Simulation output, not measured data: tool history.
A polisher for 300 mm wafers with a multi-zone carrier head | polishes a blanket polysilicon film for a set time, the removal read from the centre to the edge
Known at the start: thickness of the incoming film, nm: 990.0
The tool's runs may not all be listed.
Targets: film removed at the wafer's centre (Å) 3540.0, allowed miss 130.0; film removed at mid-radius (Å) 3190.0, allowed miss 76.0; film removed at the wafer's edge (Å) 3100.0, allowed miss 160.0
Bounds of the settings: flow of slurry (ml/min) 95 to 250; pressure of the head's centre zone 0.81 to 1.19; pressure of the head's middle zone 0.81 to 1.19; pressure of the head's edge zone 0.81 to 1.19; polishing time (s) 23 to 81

run	day	flow of slurry (ml/min)	pressure of the head's centre zone	pressure of the head's middle zone	pressure of the head's edge zone	polishing time (s)	film removed at the wafer's centre (Å)	film removed at mid-radius (Å)	film removed at the wafer's edge (Å)
1	0.000	160	1.00	1.00	1.00	52	2522.0	2466.3	2476.8
2	0.033	165	1.02	1.01	1.01	53	2625.7	2534.0	2547.5
3	0.408	165	1.10	1.01	1.01	53	2787.2	2545.7	2582.7
4	0.742	170	1.11	1.02	1.01	54	2921.9	2607.8	2532.8
5	1.012	150	1.11	1.02	1.01	54	2833.4	2539.6	2614.4
6	1.358	150	1.12	1.03	1.02	55	2880.0	2628.5	2661.1
7	1.512	155	1.13	1.03	1.03	56	3020.0	2742.3	2725.9
8	1.754	155	1.14	1.03	1.04	56	3078.4	2736.8	2721.5
9	2.038	155	1.14	1.03	1.04	56	3035.8	2709.8	2740.9
10	2.125	200	1.19	1.11	1.13	58	3383.1	3086.1	2877.4

Which of these 5 next moves meets every target?
A	2.212	175	1.07	1.04	1.19	62	?	?	?
B	2.212	250	1.19	1.19	0.96	53	?	?	?
C	2.212	235	1.19	1.12	1.19	59	?	?	?
D	2.212	220	1.17	1.07	1.12	58	?	?	?
E	2.212	175	1.12	1.05	1.19	60	?	?	?

move	film removed at the wafer's centre (Å)	film removed at mid-radius (Å)	film removed at the wafer's edge (Å)
A	3204.7	3053.8	3144.8
B	3193.2	3050.3	2554.9
C	3527.4	3201.0	3065.3
D	3380.7	3005.1	2930.2
E	3247.5	2978.6	3042.9
A: brings the result that was furthest off to its target, and leaves another outside
B: further off than the last run
C: meets every target
D: further off than the last run
E: brings the result that was furthest off to its target, and leaves another outside
Move C is the one to make.
